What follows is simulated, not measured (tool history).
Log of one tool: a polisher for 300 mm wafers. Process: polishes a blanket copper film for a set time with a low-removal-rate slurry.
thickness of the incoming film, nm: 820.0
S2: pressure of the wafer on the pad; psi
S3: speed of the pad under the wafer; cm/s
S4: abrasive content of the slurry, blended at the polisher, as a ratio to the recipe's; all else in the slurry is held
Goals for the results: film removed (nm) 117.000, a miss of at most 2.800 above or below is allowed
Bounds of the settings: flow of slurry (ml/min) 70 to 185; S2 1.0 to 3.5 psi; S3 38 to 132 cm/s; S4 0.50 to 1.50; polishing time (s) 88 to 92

Run 1, day 0.000: flow of slurry (ml/min) 120, S2 2.2 psi, S3 84 cm/s, S4 1.00, polishing time (s) 88. Result: film removed (nm) 146.460.
Run 2, day 0.083: flow of slurry (ml/min) 145, S2 2.2 psi, S3 84 cm/s, S4 1.00, polishing time (s) 88. Result: film removed (nm) 151.550.
Run 3, day 0.412: flow of slurry (ml/min) 145, S2 2.2 psi, S3 84 cm/s, S4 1.10, polishing time (s) 88. Result: film removed (nm) 153.500.
Run 4, day 0.538: flow of slurry (ml/min) 140, S2 2.1 psi, S3 84 cm/s, S4 1.10, polishing time (s) 88. Result: film removed (nm) 146.730.
Run 5, day 0.804: flow of slurry (ml/min) 135, S2 2.1 psi, S3 84 cm/s, S4 1.10, polishing time (s) 88. Result: film removed (nm) 147.010.
Run 6, day 1.071: flow of slurry (ml/min) 135, S2 2.4 psi, S3 84 cm/s, S4 1.10, polishing time (s) 88. Result: film removed (nm) 166.200.
Run 7, day 1.408: flow of slurry (ml/min) 130, S2 2.3 psi, S3 84 cm/s, S4 1.10, polishing time (s) 88. Result: film removed (nm) 156.550.
Run 8, day 1.650: flow of slurry (ml/min) 125, S2 2.2 psi, S3 84 cm/s, S4 1.10, polishing time (s) 88. Result: film removed (nm) 150.480.
Run 9, day 1.950: flow of slurry (ml/min) 100, S2 1.6 psi, S3 84 cm/s, S4 1.10, polishing time (s) 88. Result: film removed (nm) 105.670.

Exactly one of the 4 candidate moves below puts every result within its allowed miss. Which one?
Run A, day 2.250: flow of slurry (ml/min) 105, S2 1.6 psi, S3 90 cm/s, S4 1.10, polishing time (s) 90. Result: film removed (nm) ?.
Run B, day 2.250: flow of slurry (ml/min) 110, S2 1.6 psi, S3 72 cm/s, S4 1.05, polishing time (s) 88. Result: film removed (nm) ?.
Run C, day 2.250: flow of slurry (ml/min) 105, S2 1.4 psi, S3 80 cm/s, S4 1.10, polishing time (s) 88. Result: film removed (nm) ?.
Run D, day 2.250: flow of slurry (ml/min) 105, S2 1.6 psi, S3 74 cm/s, S4 1.05, polishing time (s) 88. Result: film removed (nm) ?.

move  film removed (nm)
   A            118.130
   B             93.617
   C             91.087
   D             95.278
A: hits every target within its allowed miss
B: lands further from the targets than the last run did
C: lands further from the targets than the last run did
D: lands further from the targets than the last run did
The right move is A.
